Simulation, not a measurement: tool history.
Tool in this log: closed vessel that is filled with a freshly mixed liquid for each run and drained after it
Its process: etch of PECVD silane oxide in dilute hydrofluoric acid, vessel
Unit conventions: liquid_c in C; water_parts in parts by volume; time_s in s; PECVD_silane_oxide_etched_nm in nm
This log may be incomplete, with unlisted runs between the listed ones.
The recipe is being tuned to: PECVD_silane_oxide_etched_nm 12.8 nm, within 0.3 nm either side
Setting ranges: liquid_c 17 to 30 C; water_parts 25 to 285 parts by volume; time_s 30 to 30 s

run 1 hour=0 | liquid_c=22 water_parts=155 time_s=30 | PECVD_silane_oxide_etched_nm=8.524
run 2 hour=7.7 | liquid_c=23.5 water_parts=155 time_s=30 | PECVD_silane_oxide_etched_nm=9.036
run 3 hour=10.3 | liquid_c=25.5 water_parts=150 time_s=30 | PECVD_silane_oxide_etched_nm=10.132
run 4 hour=13.9 | liquid_c=25.5 water_parts=150 time_s=30 | PECVD_silane_oxide_etched_nm=10.075
run 5 hour=16.3 | liquid_c=24 water_parts=150 time_s=30 | PECVD_silane_oxide_etched_nm=9.5594
run 6 hour=19 | liquid_c=24 water_parts=150 time_s=30 | PECVD_silane_oxide_etched_nm=9.5681
run 7 hour=25.8 | liquid_c=26 water_parts=145 time_s=30 | PECVD_silane_oxide_etched_nm=10.738
run 8 hour=27.6 | liquid_c=27 water_parts=145 time_s=30 | PECVD_silane_oxide_etched_nm=11.143
run 9 hour=32.5 | liquid_c=28 water_parts=145 time_s=30 | PECVD_silane_oxide_etched_nm=11.531
run 10 hour=40.6 | liquid_c=28.5 water_parts=145 time_s=30 | PECVD_silane_oxide_etched_nm=11.741
run 11 hour=46 | liquid_c=29 water_parts=145 time_s=30 | PECVD_silane_oxide_etched_nm=12.009
run 12 hour=50.3 | liquid_c=29.5 water_parts=145 time_s=30 | PECVD_silane_oxide_etched_nm=12.25
run 13 hour=53.9 | liquid_c=30 water_parts=145 time_s=30 | PECVD_silane_oxide_etched_nm=12.555

Of the 4 settings listed for the next run, only one would bring every result within its allowed miss of target. Which one?
run A hour=57.5 | liquid_c=29.5 water_parts=140 time_s=30 | PECVD_silane_oxide_etched_nm=?
run B hour=57.5 | liquid_c=30 water_parts=150 time_s=30 | PECVD_silane_oxide_etched_nm=?
run C hour=57.5 | liquid_c=27 water_parts=135 time_s=30 | PECVD_silane_oxide_etched_nm=?
run D hour=57.5 | liquid_c=22 water_parts=115 time_s=30 | PECVD_silane_oxide_etched_nm=?

move=A PECVD_silane_oxide_etched_nm=12.664
move=B PECVD_silane_oxide_etched_nm=11.889
move=C PECVD_silane_oxide_etched_nm=12.038
move=D PECVD_silane_oxide_etched_nm=11.894
A: hits every target within its allowed miss
B: misses by more than the last run did
C: misses by more than the last run did
D: misses by more than the last run did
Go with A: it meets all targets.
